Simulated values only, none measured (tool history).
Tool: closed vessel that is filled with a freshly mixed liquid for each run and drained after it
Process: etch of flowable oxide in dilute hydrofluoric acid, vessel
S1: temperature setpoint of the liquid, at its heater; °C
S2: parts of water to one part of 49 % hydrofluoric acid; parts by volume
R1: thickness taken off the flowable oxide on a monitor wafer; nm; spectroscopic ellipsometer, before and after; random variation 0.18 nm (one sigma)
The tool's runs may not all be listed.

Run 1, day 0.000: S1 21.0 °C, S2 200 parts by volume, time in the liquid (s) 355. Result: R1 66.722 nm.
Run 2, day 0.250: S1 20.5 °C, S2 215 parts by volume, time in the liquid (s) 355. Result: R1 60.295 nm.
Run 3, day 0.367: S1 20.5 °C, S2 215 parts by volume, time in the liquid (s) 355. Result: R1 60.504 nm.
Run 4, day 0.717: S1 20.0 °C, S2 230 parts by volume, time in the liquid (s) 355. Result: R1 54.418 nm.
Run 5, day 1.075: S1 19.5 °C, S2 240 parts by volume, time in the liquid (s) 355. Result: R1 50.463 nm.
Run 6, day 1.158: S1 19.0 °C, S2 250 parts by volume, time in the liquid (s) 355. Result: R1 47.485 nm.
Run 7, day 1.308: S1 18.5 °C, S2 260 parts by volume, time in the liquid (s) 355. Result: R1 44.456 nm.
Run 8, day 1.575: S1 18.5 °C, S2 265 parts by volume, time in the liquid (s) 355. Result: R1 43.139 nm.
Run 9, day 1.792: S1 18.5 °C, S2 270 parts by volume, time in the liquid (s) 355. Result: R1 42.505 nm.
Run 10, day 1.925: S1 18.5 °C, S2 270 parts by volume, time in the liquid (s) 355. Result: R1 42.050 nm.

Run 11 comes next. What will it give?
Run 11, day 2.062: S1 18.5 °C, S2 275 parts by volume, time in the liquid (s) 355. Result: R1 ?.

Run 11 gave R1 41.327 nm.
